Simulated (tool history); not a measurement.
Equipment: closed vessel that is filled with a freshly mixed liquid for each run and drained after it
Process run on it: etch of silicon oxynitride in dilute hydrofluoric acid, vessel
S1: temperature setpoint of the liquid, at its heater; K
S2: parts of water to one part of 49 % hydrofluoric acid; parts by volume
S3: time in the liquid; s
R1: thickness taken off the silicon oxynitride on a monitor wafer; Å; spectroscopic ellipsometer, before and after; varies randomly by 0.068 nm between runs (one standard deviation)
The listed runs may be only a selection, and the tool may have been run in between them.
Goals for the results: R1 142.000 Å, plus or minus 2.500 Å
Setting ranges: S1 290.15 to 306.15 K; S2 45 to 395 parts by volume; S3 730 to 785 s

run	hour	S1	S2	S3	R1
1	0.0	298.15	220	730	71.777
2	1.7	298.15	220	730	71.927
3	8.5	298.15	180	730	90.908
4	11.2	299.15	175	730	97.737
5	14.4	299.15	230	730	71.053
6	19.9	300.15	220	730	78.073
7	23.9	301.15	210	730	86.828
8	25.9	301.65	200	730	93.720
9	31.3	302.15	195	730	98.213
10	39.1	302.15	195	730	97.954
11	46.4	302.65	190	730	102.990
12	49.3	303.15	185	730	109.580
13	54.7	303.65	180	730	114.620
14	62.2	306.15	155	730	152.100
15	63.4	305.15	155	730	146.100

Consider the 4 candidate settings below. Which is the only one whose results all fall within their allowed miss of target?
A	64.6	306.15	160	785	?
B	64.6	304.65	155	730	?
C	64.6	305.65	155	730	?
D	64.6	304.65	150	730	?

move	R1
A	156.640
B	141.880
C	148.010
D	147.340
A: moves away from the targets compared with the last run
B: all results in spec
C: moves away from the targets compared with the last run
D: moves away from the targets compared with the last run
The right move is B.

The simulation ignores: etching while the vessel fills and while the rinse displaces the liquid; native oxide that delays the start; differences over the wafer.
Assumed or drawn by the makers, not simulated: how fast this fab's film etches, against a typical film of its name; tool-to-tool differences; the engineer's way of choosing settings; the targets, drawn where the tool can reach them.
